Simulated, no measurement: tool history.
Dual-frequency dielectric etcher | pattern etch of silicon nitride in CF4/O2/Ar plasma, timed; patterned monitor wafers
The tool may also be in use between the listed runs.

run	day	source power (W)	bias power (W)	Ar flow (sccm)	CF4 flow (sccm)	etch time (s)	mean etch depth across the wafer (angstrom)
1	0	570	43	110	92	643.5	12489
2	0.054	600	43	110	92	643.5	13027
3	0.117	600	43	110	92	673.5	13490
4	0.254	620	43	110	92	673.5	14018
5	0.429	620	43	110	108	673.5	14178
6	0.583	620	36	110	108	673.5	13196
7	0.8	640	36	110	108	673.5	13585
8	0.842	660	36	110	108	673.5	13843
9	1.088	680	36	110	108	673.5	14334

Predict the results of run 10:
10	1.362	690	36	110	108	673.5	?

{"run 10": {"mean etch depth across the wafer (angstrom)": 14494}}
